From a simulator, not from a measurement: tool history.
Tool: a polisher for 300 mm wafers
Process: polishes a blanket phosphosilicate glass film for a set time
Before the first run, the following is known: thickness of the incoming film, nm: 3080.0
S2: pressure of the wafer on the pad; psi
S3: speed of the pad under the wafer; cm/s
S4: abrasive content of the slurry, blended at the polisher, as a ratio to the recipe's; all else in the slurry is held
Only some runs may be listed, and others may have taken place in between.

Run 1, hour 0: flow of slurry (ml/min) 300, S2 3.7 psi, S3 82 cm/s, S4 1, polishing time (s) 91. Result: film removed (angstrom) 8685.
Run 2, hour 7.6: flow of slurry (ml/min) 300, S2 3.7 psi, S3 64 cm/s, S4 1, polishing time (s) 91. Result: film removed (angstrom) 7070.1.
Run 3, hour 12.9: flow of slurry (ml/min) 300, S2 3.9 psi, S3 64 cm/s, S4 1, polishing time (s) 91. Result: film removed (angstrom) 7361.1.
Run 4, hour 15.3: flow of slurry (ml/min) 260, S2 3.9 psi, S3 64 cm/s, S4 1, polishing time (s) 91. Result: film removed (angstrom) 7343.8.
Run 5, hour 23.5: flow of slurry (ml/min) 260, S2 3.9 psi, S3 64 cm/s, S4 1, polishing time (s) 91. Result: film removed (angstrom) 7268.6.
Run 6, hour 25.6: flow of slurry (ml/min) 260, S2 4.1 psi, S3 64 cm/s, S4 1, polishing time (s) 91. Result: film removed (angstrom) 7759.8.
Run 7, hour 31.5: flow of slurry (ml/min) 260, S2 4.2 psi, S3 64 cm/s, S4 1, polishing time (s) 91. Result: film removed (angstrom) 7852.4.
Run 8, hour 35.7: flow of slurry (ml/min) 260, S2 4.4 psi, S3 64 cm/s, S4 1, polishing time (s) 91. Result: film removed (angstrom) 8293.9.
Run 9, hour 39.2: flow of slurry (ml/min) 260, S2 4.5 psi, S3 64 cm/s, S4 1, polishing time (s) 91. Result: film removed (angstrom) 8435.2.
Run 10, hour 41.3: flow of slurry (ml/min) 260, S2 4.6 psi, S3 64 cm/s, S4 1, polishing time (s) 91. Result: film removed (angstrom) 8531.

What will run 11 give?
Run 11, hour 47.5: flow of slurry (ml/min) 260, S2 4.7 psi, S3 64 cm/s, S4 1, polishing time (s) 91. Result: film removed (angstrom) ?.

Run 11 yielded film removed (angstrom) 8770.8.
